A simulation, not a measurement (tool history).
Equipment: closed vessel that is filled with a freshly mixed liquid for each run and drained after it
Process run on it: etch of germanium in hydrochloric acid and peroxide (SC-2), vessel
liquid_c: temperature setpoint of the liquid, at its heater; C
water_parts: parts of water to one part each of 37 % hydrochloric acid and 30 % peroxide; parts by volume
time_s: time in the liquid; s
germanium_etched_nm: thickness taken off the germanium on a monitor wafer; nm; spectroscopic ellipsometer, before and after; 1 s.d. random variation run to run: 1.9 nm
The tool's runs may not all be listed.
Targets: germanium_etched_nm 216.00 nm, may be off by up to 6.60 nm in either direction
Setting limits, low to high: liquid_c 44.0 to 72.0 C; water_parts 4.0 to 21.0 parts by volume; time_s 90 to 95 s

run	day	liquid_c	water_parts	time_s	germanium_etched_nm
1	0.000	60.0	11.5	90	260.20
2	0.188	60.0	10.0	90	263.22
3	0.425	58.0	10.0	90	245.61
4	0.467	57.0	10.0	90	242.13
5	0.575	56.0	10.0	90	237.56
6	0.875	56.0	10.0	90	230.58
7	1.254	55.5	10.0	90	226.17
8	1.642	55.0	10.0	90	229.24
9	1.896	54.5	10.0	90	223.90

Below are 4 possible settings for the next run. Only one of them brings all results inside the allowed miss of their targets. Which is it?
A	2.150	53.0	8.0	95	?
B	2.150	55.0	11.0	95	?
C	2.150	56.5	13.0	90	?
D	2.150	53.0	8.5	90	?

move	germanium_etched_nm
A	232.86
B	239.20
C	231.28
D	219.42
A: misses by more than the last run did
B: misses by more than the last run did
C: misses by more than the last run did
D: every result within its allowed miss
Go with D: it meets all targets.

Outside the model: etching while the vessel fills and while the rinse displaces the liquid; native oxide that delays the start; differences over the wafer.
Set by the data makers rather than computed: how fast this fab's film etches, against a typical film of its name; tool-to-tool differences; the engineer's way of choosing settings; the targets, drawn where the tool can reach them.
